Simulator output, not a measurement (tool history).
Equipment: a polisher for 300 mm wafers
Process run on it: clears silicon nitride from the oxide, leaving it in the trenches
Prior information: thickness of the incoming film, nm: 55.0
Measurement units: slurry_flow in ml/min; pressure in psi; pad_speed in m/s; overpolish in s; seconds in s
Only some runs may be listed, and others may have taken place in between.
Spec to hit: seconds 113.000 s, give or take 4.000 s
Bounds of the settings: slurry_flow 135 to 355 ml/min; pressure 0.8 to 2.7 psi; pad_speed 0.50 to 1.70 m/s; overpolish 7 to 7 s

run	hour	slurry_flow	pressure	pad_speed	overpolish	seconds
1	0.0	225	1.7	1.10	7	75.842
2	2.0	225	2.0	1.10	7	63.932
3	7.9	225	2.0	1.10	7	64.049
4	15.3	225	1.7	1.10	7	75.636
5	22.4	225	1.7	1.10	7	76.400
6	31.4	225	1.7	0.94	7	88.365
7	35.8	225	1.6	0.94	7	92.208
8	39.7	225	1.6	0.94	7	93.851
9	40.5	220	1.2	0.94	7	123.360
10	47.0	225	1.2	0.94	7	122.460
11	51.7	230	1.2	0.94	7	121.810
12	53.4	235	1.2	0.94	7	123.250

Exercise: of the 5 proposed moves below, exactly one satisfies all targets within the stated allowed misses. Which move is it?
A	55.1	220	1.2	1.10	7	?
B	55.1	220	1.1	1.04	7	?
C	55.1	245	1.2	1.10	7	?
D	55.1	175	1.3	0.98	7	?
E	55.1	225	1.3	0.76	7	?

move	seconds
A	107.110
B	122.910
C	105.780
D	114.450
E	141.280
A: takes the result that was furthest off past its target
B: roughly where the last run was
C: takes the result that was furthest off past its target
D: every result lands within tolerance
E: further off than the last run
Move D is the one to make.
